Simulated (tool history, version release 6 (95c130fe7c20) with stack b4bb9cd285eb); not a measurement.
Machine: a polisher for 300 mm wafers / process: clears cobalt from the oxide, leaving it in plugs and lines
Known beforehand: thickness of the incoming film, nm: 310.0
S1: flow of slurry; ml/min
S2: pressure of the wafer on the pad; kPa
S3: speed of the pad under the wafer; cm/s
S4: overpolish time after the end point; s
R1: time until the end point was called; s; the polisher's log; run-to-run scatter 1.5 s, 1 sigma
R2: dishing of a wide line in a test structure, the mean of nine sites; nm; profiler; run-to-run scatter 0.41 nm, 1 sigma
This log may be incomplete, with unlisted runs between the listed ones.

run  hour   S1    S2  S3  S4      R1      R2
  1     0  170  12.4  86  18  85.952  35.843
  2   2.6  170  12.4  96  18  77.723  37.959
  3  11.4  170  11.7  96  19   81.55  37.842
  4  20.2  150  11.7  96  19  83.603  37.227
  5  24.3  150   9.7  96  19   96.75  34.327
  6  27.3  150   9.7  96  20  98.422  36.515

Predict the results of run 7:
  7  36.2  140  8.3  96  25   ?   ?

{"run 7": {"R1": 110.07, "R2": 37.787}}
